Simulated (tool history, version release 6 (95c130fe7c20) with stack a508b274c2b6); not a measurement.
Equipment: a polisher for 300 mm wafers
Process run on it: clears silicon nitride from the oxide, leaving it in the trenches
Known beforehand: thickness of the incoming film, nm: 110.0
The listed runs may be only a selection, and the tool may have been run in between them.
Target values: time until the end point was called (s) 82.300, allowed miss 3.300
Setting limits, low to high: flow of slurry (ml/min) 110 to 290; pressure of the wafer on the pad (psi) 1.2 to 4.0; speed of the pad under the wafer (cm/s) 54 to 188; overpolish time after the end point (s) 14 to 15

run	hour	flow of slurry (ml/min)	pressure of the wafer on the pad (psi)	speed of the pad under the wafer (cm/s)	overpolish time after the end point (s)	time until the end point was called (s)
1	0.0	185	2.6	120	14	102.910
2	3.4	185	2.7	120	14	101.250
3	4.2	185	3.0	120	14	91.111
4	5.4	190	3.2	120	14	85.951
5	12.2	190	3.2	120	15	85.325
6	18.0	190	3.2	96	15	104.630
7	22.0	190	3.3	96	15	101.200
8	23.3	190	3.4	96	15	98.773
9	31.7	190	3.5	96	15	97.345
10	38.7	190	3.6	96	15	93.201
11	43.2	195	3.8	96	15	87.415
12	45.1	195	3.9	96	15	86.914

Exactly one of the 4 candidate moves below puts every result within its allowed miss. Which one?
A	47.0	185	3.5	98	15	?
B	47.0	180	3.7	98	14	?
C	47.0	120	3.7	120	15	?
D	47.0	175	3.9	92	15	?

move	time until the end point was called (s)
A	93.767
B	89.170
C	79.980
D	90.043
A: moves away from the targets compared with the last run
B: moves away from the targets compared with the last run
C: all results in spec
D: moves away from the targets compared with the last run
The right move is C.
